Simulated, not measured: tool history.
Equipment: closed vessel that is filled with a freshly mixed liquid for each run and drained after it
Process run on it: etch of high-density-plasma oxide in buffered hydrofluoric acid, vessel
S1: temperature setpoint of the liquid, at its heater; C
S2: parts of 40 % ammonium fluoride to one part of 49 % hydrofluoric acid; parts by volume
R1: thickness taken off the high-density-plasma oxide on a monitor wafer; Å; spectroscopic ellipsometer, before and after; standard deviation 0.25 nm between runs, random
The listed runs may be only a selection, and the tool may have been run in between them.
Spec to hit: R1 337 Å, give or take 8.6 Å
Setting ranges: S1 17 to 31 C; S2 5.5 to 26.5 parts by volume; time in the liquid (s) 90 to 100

Run 1, hour 0: S1 23 C, S2 16 parts by volume, time in the liquid (s) 90. Result: R1 731.18 Å.
Run 2, hour 2.3: S1 22 C, S2 17 parts by volume, time in the liquid (s) 90. Result: R1 662.01 Å.
Run 3, hour 10.6: S1 21.5 C, S2 18 parts by volume, time in the liquid (s) 90. Result: R1 600.72 Å.
Run 4, hour 12.3: S1 19 C, S2 18 parts by volume, time in the liquid (s) 90. Result: R1 518.94 Å.
At hour 20.5: hydrofluoric acid flow meter replaced.
Run 5, hour 20.5: S1 19 C, S2 18 parts by volume, time in the liquid (s) 90. Result: R1 468.55 Å.
Run 6, hour 22.7: S1 19 C, S2 20 parts by volume, time in the liquid (s) 90. Result: R1 425.28 Å.
Run 7, hour 31.1: S1 18.5 C, S2 20 parts by volume, time in the liquid (s) 90. Result: R1 409.07 Å.
Run 8, hour 36.2: S1 17.5 C, S2 20.5 parts by volume, time in the liquid (s) 90. Result: R1 382.76 Å.
Run 9, hour 45.1: S1 17 C, S2 21.5 parts by volume, time in the liquid (s) 90. Result: R1 360.26 Å.
Run 10, hour 49.2: S1 17 C, S2 22 parts by volume, time in the liquid (s) 90. Result: R1 354.37 Å.
Run 11, hour 58: S1 17 C, S2 22.5 parts by volume, time in the liquid (s) 90. Result: R1 348.56 Å.

Of the 4 settings listed for the next run, only one would bring every result within its allowed miss of target. Which one?
Run A, hour 66.8: S1 17 C, S2 21 parts by volume, time in the liquid (s) 90. Result: R1 ?.
Run B, hour 66.8: S1 17.5 C, S2 23.5 parts by volume, time in the liquid (s) 95. Result: R1 ?.
Run C, hour 66.8: S1 17 C, S2 26.5 parts by volume, time in the liquid (s) 90. Result: R1 ?.
Run D, hour 66.8: S1 18 C, S2 25.5 parts by volume, time in the liquid (s) 90. Result: R1 ?.

move      R1
   A  364.26
   B  366.05
   C  310.09
   D  337.21
A: moves away from the targets compared with the last run
B: moves away from the targets compared with the last run
C: takes the biggest miss from the last run beyond its target
D: meets every target
D meets every target.

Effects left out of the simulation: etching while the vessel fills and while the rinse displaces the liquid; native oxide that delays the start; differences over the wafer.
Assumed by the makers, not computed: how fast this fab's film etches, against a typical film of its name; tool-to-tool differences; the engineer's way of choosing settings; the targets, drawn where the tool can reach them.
